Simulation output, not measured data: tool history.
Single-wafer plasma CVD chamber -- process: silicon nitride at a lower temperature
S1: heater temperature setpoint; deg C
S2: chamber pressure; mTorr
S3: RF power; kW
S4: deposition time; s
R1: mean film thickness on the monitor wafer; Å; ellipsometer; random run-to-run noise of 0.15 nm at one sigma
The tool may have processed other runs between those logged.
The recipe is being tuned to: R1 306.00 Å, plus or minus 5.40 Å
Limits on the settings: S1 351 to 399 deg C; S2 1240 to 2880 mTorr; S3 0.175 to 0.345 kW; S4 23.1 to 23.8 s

Run 1, hour 0.0: S1 375 deg C, S2 2060 mTorr, S3 0.260 kW, S4 23.1 s. Result: R1 260.14 Å.
Run 2, hour 6.0: S1 375 deg C, S2 2210 mTorr, S3 0.265 kW, S4 23.1 s. Result: R1 269.56 Å.
Run 3, hour 11.7: S1 375 deg C, S2 2340 mTorr, S3 0.270 kW, S4 23.1 s. Result: R1 282.05 Å.
Run 4, hour 12.4: S1 384 deg C, S2 2340 mTorr, S3 0.270 kW, S4 23.1 s. Result: R1 278.49 Å.
Run 5, hour 18.9: S1 384 deg C, S2 2450 mTorr, S3 0.270 kW, S4 23.1 s. Result: R1 279.90 Å.
Run 6, hour 27.6: S1 384 deg C, S2 2450 mTorr, S3 0.255 kW, S4 23.1 s. Result: R1 263.53 Å.
Run 7, hour 29.0: S1 384 deg C, S2 2550 mTorr, S3 0.260 kW, S4 23.1 s. Result: R1 271.91 Å.
Run 8, hour 32.8: S1 384 deg C, S2 2620 mTorr, S3 0.265 kW, S4 23.1 s. Result: R1 278.48 Å.
Run 9, hour 34.6: S1 384 deg C, S2 2670 mTorr, S3 0.270 kW, S4 23.1 s. Result: R1 287.10 Å.
Run 10, hour 40.2: S1 384 deg C, S2 2720 mTorr, S3 0.270 kW, S4 23.1 s. Result: R1 283.19 Å.
Run 11, hour 44.3: S1 384 deg C, S2 2730 mTorr, S3 0.275 kW, S4 23.1 s. Result: R1 288.87 Å.
Run 12, hour 52.4: S1 384 deg C, S2 2750 mTorr, S3 0.280 kW, S4 23.1 s. Result: R1 294.68 Å.
Run 13, hour 59.1: S1 384 deg C, S2 2770 mTorr, S3 0.280 kW, S4 23.1 s. Result: R1 294.96 Å.
Run 14, hour 59.8: S1 384 deg C, S2 2770 mTorr, S3 0.280 kW, S4 23.1 s. Result: R1 298.39 Å.
Run 15, hour 68.2: S1 384 deg C, S2 2790 mTorr, S3 0.280 kW, S4 23.1 s. Result: R1 298.58 Å.

Which one of the following 4 next-run settings gets every result inside its allowed miss? There is exactly one.
Run A, hour 76.6: S1 388 deg C, S2 2880 mTorr, S3 0.255 kW, S4 23.8 s. Result: R1 ?.
Run B, hour 76.6: S1 386 deg C, S2 2880 mTorr, S3 0.270 kW, S4 23.3 s. Result: R1 ?.
Run C, hour 76.6: S1 390 deg C, S2 2410 mTorr, S3 0.275 kW, S4 23.5 s. Result: R1 ?.
Run D, hour 76.6: S1 380 deg C, S2 2750 mTorr, S3 0.280 kW, S4 23.8 s. Result: R1 ?.

move      R1
   A  284.69
   B  293.85
   C  289.72
   D  307.71
A: lands further from the targets than the last run did
B: lands further from the targets than the last run did
C: lands further from the targets than the last run did
D: every result lands within tolerance
Answer: D
